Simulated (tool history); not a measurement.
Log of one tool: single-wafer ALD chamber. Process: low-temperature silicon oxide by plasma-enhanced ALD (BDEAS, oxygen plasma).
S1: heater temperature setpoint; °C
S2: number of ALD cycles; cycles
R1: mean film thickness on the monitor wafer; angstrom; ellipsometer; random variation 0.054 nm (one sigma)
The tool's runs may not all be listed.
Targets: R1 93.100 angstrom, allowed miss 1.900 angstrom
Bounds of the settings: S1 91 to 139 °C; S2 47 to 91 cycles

Run 1, hour 0.0: S1 115 °C, S2 69 cycles. Result: R1 85.175 angstrom.
Run 2, hour 7.2: S1 115 °C, S2 63 cycles. Result: R1 77.838 angstrom.
Run 3, hour 8.8: S1 115 °C, S2 64 cycles. Result: R1 79.099 angstrom.
Run 4, hour 11.9: S1 115 °C, S2 72 cycles. Result: R1 89.765 angstrom.
Run 5, hour 15.4: S1 115 °C, S2 78 cycles. Result: R1 97.035 angstrom.
Run 6, hour 18.7: S1 115 °C, S2 88 cycles. Result: R1 107.960 angstrom.
Run 7, hour 22.4: S1 115 °C, S2 87 cycles. Result: R1 107.470 angstrom.
Run 8, hour 30.6: S1 115 °C, S2 86 cycles. Result: R1 107.280 angstrom.
Run 9, hour 33.8: S1 115 °C, S2 85 cycles. Result: R1 105.360 angstrom.
Run 10, hour 39.6: S1 115 °C, S2 84 cycles. Result: R1 104.500 angstrom.
Run 11, hour 41.4: S1 115 °C, S2 83 cycles. Result: R1 103.530 angstrom.
Run 12, hour 46.3: S1 115 °C, S2 82 cycles. Result: R1 100.350 angstrom.

4 next moves are on the table. One of them brings every result within its allowed miss. Which?
Run A, hour 51.2: S1 121 °C, S2 73 cycles. Result: R1 ?.
Run B, hour 51.2: S1 112 °C, S2 75 cycles. Result: R1 ?.
Run C, hour 51.2: S1 105 °C, S2 71 cycles. Result: R1 ?.
Run D, hour 51.2: S1 116 °C, S2 72 cycles. Result: R1 ?.

move      R1
   A  89.378
   B  93.598
   C  89.909
   D  89.098
A: takes the result that was furthest off past its target
B: meets every target
C: takes the result that was furthest off past its target
D: takes the result that was furthest off past its target
Answer: B
